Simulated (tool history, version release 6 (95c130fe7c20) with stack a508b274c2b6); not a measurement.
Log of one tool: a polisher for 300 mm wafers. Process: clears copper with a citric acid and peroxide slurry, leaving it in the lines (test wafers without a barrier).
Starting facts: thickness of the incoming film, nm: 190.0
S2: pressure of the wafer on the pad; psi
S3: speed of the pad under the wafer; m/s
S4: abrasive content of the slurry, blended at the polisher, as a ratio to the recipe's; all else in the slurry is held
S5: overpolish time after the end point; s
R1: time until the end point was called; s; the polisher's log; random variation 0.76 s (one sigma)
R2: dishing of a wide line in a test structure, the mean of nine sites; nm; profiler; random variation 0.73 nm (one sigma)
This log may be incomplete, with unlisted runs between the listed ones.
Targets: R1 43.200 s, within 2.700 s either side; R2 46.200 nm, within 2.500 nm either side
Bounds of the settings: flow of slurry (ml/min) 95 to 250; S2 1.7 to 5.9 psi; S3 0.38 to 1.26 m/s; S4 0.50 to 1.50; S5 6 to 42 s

{"run": 1, "hour": 0.0, "flow of slurry (ml/min)": 160, "S2": 3.8, "S3": 0.82, "S4": 1.0, "S5": 21, "R1": 87.123, "R2": 33.43}
{"run": 2, "hour": 6.1, "flow of slurry (ml/min)": 160, "S2": 3.8, "S3": 0.64, "S4": 1.0, "S5": 21, "R1": 110.94, "R2": 27.513}
{"run": 3, "hour": 14.4, "flow of slurry (ml/min)": 160, "S2": 3.8, "S3": 0.64, "S4": 1.0, "S5": 15, "R1": 109.39, "R2": 20.044}
{"run": 4, "hour": 19.5, "flow of slurry (ml/min)": 160, "S2": 3.8, "S3": 0.64, "S4": 0.85, "S5": 15, "R1": 117.73, "R2": 19.725}
{"run": 5, "hour": 22.4, "flow of slurry (ml/min)": 160, "S2": 3.8, "S3": 0.48, "S4": 0.85, "S5": 15, "R1": 152.83, "R2": 14.628}
{"run": 6, "hour": 27.5, "flow of slurry (ml/min)": 160, "S2": 3.8, "S3": 0.48, "S4": 0.85, "S5": 24, "R1": 158.97, "R2": 22.26}
{"run": 7, "hour": 28.3, "flow of slurry (ml/min)": 160, "S2": 4.1, "S3": 0.54, "S4": 0.85, "S5": 23, "R1": 126.95, "R2": 26.299}
{"run": 8, "hour": 31.2, "flow of slurry (ml/min)": 165, "S2": 4.4, "S3": 0.58, "S4": 0.85, "S5": 22, "R1": 110.38, "R2": 27.76}
{"run": 9, "hour": 34.0, "flow of slurry (ml/min)": 185, "S2": 5.4, "S3": 0.8, "S4": 0.95, "S5": 16, "R1": 65.48, "R2": 35.156}
{"run": 10, "hour": 35.8, "flow of slurry (ml/min)": 185, "S2": 5.5, "S3": 0.84, "S4": 0.95, "S5": 16, "R1": 60.886, "R2": 36.973}
{"hour": 41.3, "done": "slurry blender recalibrated"}
{"run": 11, "hour": 41.3, "flow of slurry (ml/min)": 185, "S2": 5.6, "S3": 0.86, "S4": 0.95, "S5": 16, "R1": 53.297, "R2": 41.945}
{"run": 12, "hour": 43.7, "flow of slurry (ml/min)": 195, "S2": 5.9, "S3": 0.94, "S4": 0.95, "S5": 13, "R1": 45.785, "R2": 39.622}
{"run": 13, "hour": 44.3, "flow of slurry (ml/min)": 195, "S2": 5.9, "S3": 0.94, "S4": 0.95, "S5": 13, "R1": 46.012, "R2": 38.647}

Exactly one of the 4 candidate moves below puts every result within its allowed miss. Which one?
{"run": "A", "hour": 44.9, "flow of slurry (ml/min)": 195, "S2": 5.9, "S3": 0.9, "S4": 1.0, "S5": 20, "R1": "?", "R2": "?"}
{"run": "B", "hour": 44.9, "flow of slurry (ml/min)": 205, "S2": 5.7, "S3": 0.86, "S4": 1.05, "S5": 12, "R1": "?", "R2": "?"}
{"run": "C", "hour": 44.9, "flow of slurry (ml/min)": 190, "S2": 5.3, "S3": 0.92, "S4": 0.9, "S5": 20, "R1": "?", "R2": "?"}
{"run": "D", "hour": 44.9, "flow of slurry (ml/min)": 190, "S2": 5.9, "S3": 0.98, "S4": 0.95, "S5": 15, "R1": "?", "R2": "?"}

move=A R1=47.245 R2=55.496
move=B R1=50.150 R2=34.272
move=C R1=52.982 R2=50.342
move=D R1=44.188 R2=46.328
A: takes the biggest miss from the last run beyond its target
B: further off than the last run
C: takes the biggest miss from the last run beyond its target
D: all results in spec
D meets every target.
